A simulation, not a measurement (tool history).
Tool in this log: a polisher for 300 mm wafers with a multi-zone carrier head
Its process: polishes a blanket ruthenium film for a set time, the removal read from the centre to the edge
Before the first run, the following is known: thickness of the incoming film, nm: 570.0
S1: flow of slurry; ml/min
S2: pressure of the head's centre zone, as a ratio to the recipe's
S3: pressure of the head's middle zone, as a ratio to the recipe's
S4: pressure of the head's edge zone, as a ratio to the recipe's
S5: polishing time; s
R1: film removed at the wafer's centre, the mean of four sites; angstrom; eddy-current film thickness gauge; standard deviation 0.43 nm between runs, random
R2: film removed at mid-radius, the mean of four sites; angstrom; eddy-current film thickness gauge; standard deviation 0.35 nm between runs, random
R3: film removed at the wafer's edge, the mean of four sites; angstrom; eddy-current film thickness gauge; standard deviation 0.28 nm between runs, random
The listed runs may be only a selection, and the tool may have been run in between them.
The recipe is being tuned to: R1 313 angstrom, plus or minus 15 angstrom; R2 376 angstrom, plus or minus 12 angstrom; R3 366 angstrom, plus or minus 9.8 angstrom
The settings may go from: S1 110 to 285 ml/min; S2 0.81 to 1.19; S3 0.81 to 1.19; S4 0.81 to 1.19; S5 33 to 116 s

run 1 hour=0 | S1=180 S2=1 S3=1 S4=1 S5=74 | R1=417.01 R2=418.92 R3=416.02
run 2 hour=9 | S1=200 S2=1 S3=1 S4=1 S5=74 | R1=422.24 R2=420.9 R3=419.69
run 3 hour=17.8 | S1=215 S2=1 S3=1 S4=1 S5=74 | R1=426.55 R2=418.37 R3=420.53
run 4 hour=26.7 | S1=260 S2=1 S3=1 S4=1 S5=74 | R1=435.79 R2=427.22 R3=430.12
run 5 hour=32.4 | S1=255 S2=0.96 S3=1 S4=0.98 S5=73 | R1=414.98 R2=422.84 R3=420.49
run 6 hour=35.8 | S1=245 S2=0.93 S3=1 S4=0.97 S5=71 | R1=390.13 R2=400.78 R3=404.34
run 7 hour=36.8 | S1=235 S2=0.91 S3=1.01 S4=0.97 S5=70 | R1=379.31 R2=404.01 R3=401.78
run 8 hour=43.9 | S1=230 S2=0.89 S3=1.02 S4=0.97 S5=69 | R1=356.48 R2=401.58 R3=395.07

Consider the 5 candidate settings below. Which is the only one whose results all fall within their allowed miss of target?
run A hour=51 | S1=265 S2=0.99 S3=1.04 S4=0.92 S5=65 | R1=? R2=? R3=?
run B hour=51 | S1=185 S2=0.85 S3=1.03 S4=0.97 S5=65 | R1=? R2=? R3=?
run C hour=51 | S1=265 S2=1.05 S3=1.03 S4=0.87 S5=66 | R1=? R2=? R3=?
run D hour=51 | S1=220 S2=1.04 S3=0.95 S4=0.93 S5=66 | R1=? R2=? R3=?
run E hour=51 | S1=240 S2=0.94 S3=0.88 S4=1.05 S5=77 | R1=? R2=? R3=?

move=A R1=380.98 R2=383 R3=365.31
move=B R1=313.14 R2=366.39 R3=364.16
move=C R1=410.44 R2=386.06 R3=361.61
move=D R1=397.92 R2=357.39 R3=368
move=E R1=423.32 R2=398.75 R3=458.53
A: puts the biggest miss on target and leaves a different result outside tolerance
B: every result within its allowed miss
C: puts the biggest miss on target and leaves a different result outside tolerance
D: puts the biggest miss on target and leaves a different result outside tolerance
E: lands further from the targets than the last run did
B is the move that brings every result within its allowed miss.
